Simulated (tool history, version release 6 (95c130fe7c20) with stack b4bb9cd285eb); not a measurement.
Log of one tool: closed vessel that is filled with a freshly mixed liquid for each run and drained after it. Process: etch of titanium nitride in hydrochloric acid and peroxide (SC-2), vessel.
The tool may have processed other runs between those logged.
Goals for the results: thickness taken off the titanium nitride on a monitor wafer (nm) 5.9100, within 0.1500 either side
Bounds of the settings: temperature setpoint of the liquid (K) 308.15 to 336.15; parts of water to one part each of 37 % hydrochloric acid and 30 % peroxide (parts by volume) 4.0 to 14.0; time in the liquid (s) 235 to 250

run,hour,temperature setpoint of the liquid (K),parts of water to one part each of 37 % hydrochloric acid and 30 % peroxide (parts by volume),time in the liquid (s),thickness taken off the titanium nitride on a monitor wafer (nm)
1,0.0,320.15,7.5,235,7.5534
2,8.4,327.15,7.5,235,11.8580
3,17.4,323.65,7.5,235,9.6401
4,26.2,323.65,7.5,235,9.4233
5,29.4,323.65,7.5,250,10.2210
6,31.1,320.65,7.5,250,8.2425
7,39.5,319.15,7.5,250,7.4794
8,40.3,319.15,7.5,250,7.4545
9,46.2,318.15,7.5,250,7.0013
10,48.9,317.15,7.5,250,6.5717
11,56.0,317.15,7.5,250,6.5225
12,64.1,316.65,7.5,250,6.2730
13,71.1,316.65,7.5,250,6.3182
14,72.7,316.15,7.5,250,6.0672

Pick the move, out of 4, that brings all results within their allowed miss; only one does.
A,74.3,316.15,8.5,250,?
B,74.3,316.15,6.5,235,?
C,74.3,315.15,7.5,245,?
D,74.3,315.65,7.5,250,?

move,thickness taken off the titanium nitride on a monitor wafer (nm)
A,5.4462
B,6.3240
C,5.5010
D,5.8132
A: carries the result that was furthest off beyond its target, to the other side
B: the biggest miss grows against the last run
C: carries the result that was furthest off beyond its target, to the other side
D: every result lands within tolerance
D meets every target.

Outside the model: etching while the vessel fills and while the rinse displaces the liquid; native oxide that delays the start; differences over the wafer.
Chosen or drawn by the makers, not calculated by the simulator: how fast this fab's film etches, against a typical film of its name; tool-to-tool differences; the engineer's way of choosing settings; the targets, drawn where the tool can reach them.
